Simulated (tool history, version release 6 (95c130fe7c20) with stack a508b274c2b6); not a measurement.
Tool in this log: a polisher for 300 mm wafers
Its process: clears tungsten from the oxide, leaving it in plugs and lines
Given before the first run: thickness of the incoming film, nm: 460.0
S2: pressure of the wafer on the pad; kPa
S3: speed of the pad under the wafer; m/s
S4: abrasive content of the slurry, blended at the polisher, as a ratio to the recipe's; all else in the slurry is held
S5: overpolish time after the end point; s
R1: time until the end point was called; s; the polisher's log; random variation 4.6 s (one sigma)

Run 1, hour 0: flow of slurry (ml/min) 235, S2 24.8 kPa, S3 0.96 m/s, S4 1, S5 4 s. Result: R1 135.96 s.
Run 2, hour 4.8: flow of slurry (ml/min) 235, S2 20.7 kPa, S3 0.96 m/s, S4 1, S5 4 s. Result: R1 162.28 s.
Run 3, hour 5.7: flow of slurry (ml/min) 235, S2 19.3 kPa, S3 0.9 m/s, S4 1, S5 4 s. Result: R1 180.37 s.
Run 4, hour 10: flow of slurry (ml/min) 235, S2 17.9 kPa, S3 0.84 m/s, S4 1, S5 4 s. Result: R1 212.82 s.
Run 5, hour 13.4: flow of slurry (ml/min) 235, S2 20.7 kPa, S3 0.84 m/s, S4 1, S5 4 s. Result: R1 180.77 s.
Run 6, hour 17.8: flow of slurry (ml/min) 235, S2 20.7 kPa, S3 0.84 m/s, S4 1, S5 3 s. Result: R1 181.8 s.

For run 7, what comes out?
Run 7, hour 25.9: flow of slurry (ml/min) 235, S2 19.3 kPa, S3 0.8 m/s, S4 1, S5 3 s. Result: R1 ?.

For run 7 the tool returned R1 207.32 s.
